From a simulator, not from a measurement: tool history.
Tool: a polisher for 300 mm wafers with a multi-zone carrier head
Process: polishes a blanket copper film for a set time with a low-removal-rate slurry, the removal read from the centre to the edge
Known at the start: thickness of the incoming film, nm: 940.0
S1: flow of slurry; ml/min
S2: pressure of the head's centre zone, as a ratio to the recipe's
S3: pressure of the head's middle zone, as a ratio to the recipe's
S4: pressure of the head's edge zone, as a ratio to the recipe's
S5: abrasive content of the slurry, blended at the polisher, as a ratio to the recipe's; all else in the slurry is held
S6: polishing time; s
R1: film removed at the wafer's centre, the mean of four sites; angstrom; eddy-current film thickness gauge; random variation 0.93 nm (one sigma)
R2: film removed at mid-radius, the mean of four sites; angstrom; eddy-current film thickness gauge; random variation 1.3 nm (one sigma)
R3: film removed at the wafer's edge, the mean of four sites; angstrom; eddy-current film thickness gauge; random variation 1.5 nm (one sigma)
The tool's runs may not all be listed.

run 1 hour=0 | S1=165 S2=1 S3=1 S4=1 S5=1 S6=75 | R1=1121.6 R2=1101.7 R3=1105.2
run 2 hour=3.9 | S1=165 S2=1 S3=1 S4=1 S5=1.1 S6=75 | R1=1139.4 R2=1098.1 R3=1117.4
run 3 hour=9.5 | S1=165 S2=1 S3=1.05 S4=1 S5=1.1 S6=75 | R1=1128.5 R2=1169.7 R3=1134.4
run 4 hour=10.4 | S1=175 S2=1.01 S3=1.05 S4=0.99 S5=1.1 S6=75 | R1=1175.8 R2=1161.1 R3=1144.9
run 5 hour=13 | S1=175 S2=1.01 S3=1.05 S4=0.99 S5=1.1 S6=83 | R1=1280.9 R2=1286.2 R3=1244.1
run 6 hour=13.6 | S1=175 S2=0.94 S3=1.05 S4=0.99 S5=1.1 S6=83 | R1=1196.8 R2=1277.5 R3=1222.9

What will run 7 give?
run 7 hour=22.6 | S1=180 S2=0.95 S3=1.04 S4=0.96 S5=1.1 S6=83 | R1=? R2=? R3=?

{"run 7": {"R1": 1205.7, "R2": 1290, "R3": 1256.3}}
